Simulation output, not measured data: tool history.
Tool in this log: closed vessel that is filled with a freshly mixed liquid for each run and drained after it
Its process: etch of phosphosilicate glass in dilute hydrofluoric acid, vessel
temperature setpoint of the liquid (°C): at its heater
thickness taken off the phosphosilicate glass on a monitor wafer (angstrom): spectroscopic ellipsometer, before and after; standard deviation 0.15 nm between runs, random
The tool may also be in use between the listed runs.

run,hour,temperature setpoint of the liquid (°C),parts of water to one part of 49 % hydrofluoric acid (parts by volume),time in the liquid (s),thickness taken off the phosphosilicate glass on a monitor wafer (angstrom)
1,0,24,190,30,278.75
2,1.2,22,190,30,253.48
3,5.9,21,190,30,245.95
4,8.7,21,130,30,382.3
5,16.8,20,150,30,308.56
6,21.6,19,160,30,274.86

The next listed run, before its measurement:
7,22.8,18.5,165,30,?

Logged for run 7: thickness taken off the phosphosilicate glass on a monitor wafer (angstrom) 264.77.

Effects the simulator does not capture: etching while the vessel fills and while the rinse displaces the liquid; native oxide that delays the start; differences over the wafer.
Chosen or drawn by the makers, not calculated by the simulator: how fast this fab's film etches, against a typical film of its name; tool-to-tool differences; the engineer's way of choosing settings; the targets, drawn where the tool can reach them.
